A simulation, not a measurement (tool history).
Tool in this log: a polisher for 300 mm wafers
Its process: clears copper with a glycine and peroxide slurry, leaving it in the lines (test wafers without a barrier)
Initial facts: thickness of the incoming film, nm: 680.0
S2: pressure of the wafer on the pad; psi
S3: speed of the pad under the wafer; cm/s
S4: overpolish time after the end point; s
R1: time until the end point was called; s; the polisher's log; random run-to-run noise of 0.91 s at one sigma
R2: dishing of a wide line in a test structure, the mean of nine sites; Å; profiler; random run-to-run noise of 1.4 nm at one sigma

{"run": 1, "hour": 0.0, "flow of slurry (ml/min)": 305, "S2": 3.0, "S3": 100, "S4": 22, "R1": 100.61, "R2": 712.13}
{"run": 2, "hour": 9.0, "flow of slurry (ml/min)": 305, "S2": 3.0, "S3": 82, "S4": 22, "R1": 120.76, "R2": 641.41}
{"run": 3, "hour": 10.1, "flow of slurry (ml/min)": 305, "S2": 3.3, "S3": 82, "S4": 22, "R1": 111.05, "R2": 682.38}
{"run": 4, "hour": 17.5, "flow of slurry (ml/min)": 235, "S2": 3.3, "S3": 82, "S4": 22, "R1": 111.86, "R2": 681.44}
{"run": 5, "hour": 20.5, "flow of slurry (ml/min)": 235, "S2": 3.6, "S3": 82, "S4": 22, "R1": 105.44, "R2": 705.64}
{"run": 6, "hour": 28.0, "flow of slurry (ml/min)": 285, "S2": 3.6, "S3": 82, "S4": 22, "R1": 104.63, "R2": 700.59}
{"run": 7, "hour": 30.6, "flow of slurry (ml/min)": 285, "S2": 3.8, "S3": 84, "S4": 22, "R1": 97.91, "R2": 736.12}
{"run": 8, "hour": 36.6, "flow of slurry (ml/min)": 285, "S2": 4.0, "S3": 86, "S4": 22, "R1": 90.799, "R2": 771.46}
{"run": 9, "hour": 43.1, "flow of slurry (ml/min)": 285, "S2": 4.1, "S3": 86, "S4": 22, "R1": 89.372, "R2": 778.63}
{"run": 10, "hour": 51.8, "flow of slurry (ml/min)": 285, "S2": 4.2, "S3": 86, "S4": 22, "R1": 87.37, "R2": 756.53}
{"run": 11, "hour": 57.8, "flow of slurry (ml/min)": 285, "S2": 4.3, "S3": 86, "S4": 23, "R1": 86.296, "R2": 792.36}
{"run": 12, "hour": 63.0, "flow of slurry (ml/min)": 285, "S2": 4.4, "S3": 86, "S4": 23, "R1": 86.419, "R2": 831.77}

What does the tool deliver on the next run?
{"run": 13, "hour": 64.1, "flow of slurry (ml/min)": 285, "S2": 4.4, "S3": 88, "S4": 23, "R1": "?", "R2": "?"}

Run 13 gave R1 84.745 s, R2 813.14 Å.
